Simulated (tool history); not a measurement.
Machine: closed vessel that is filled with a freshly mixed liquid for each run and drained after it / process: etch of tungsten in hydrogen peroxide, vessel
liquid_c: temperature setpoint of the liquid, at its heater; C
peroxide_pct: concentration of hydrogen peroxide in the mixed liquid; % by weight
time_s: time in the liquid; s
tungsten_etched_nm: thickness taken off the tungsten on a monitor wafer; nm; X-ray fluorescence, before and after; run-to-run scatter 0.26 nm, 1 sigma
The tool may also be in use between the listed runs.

run	hour	liquid_c	peroxide_pct	time_s	tungsten_etched_nm
1	0.0	53.0	18.0	30	28.100
2	8.5	54.5	18.0	30	30.862
3	13.0	47.5	18.0	30	20.377
4	17.9	50.0	18.0	30	23.435
5	18.9	50.0	20.5	30	25.259
6	20.6	50.0	22.5	30	26.422
7	25.3	51.5	22.5	30	28.969
8	31.4	52.5	22.5	30	30.901
9	35.6	53.5	22.5	30	32.347

What does the tool deliver on the next run?
10	38.3	57.0	22.5	30	?

tungsten_etched_nm: 40.149 nm
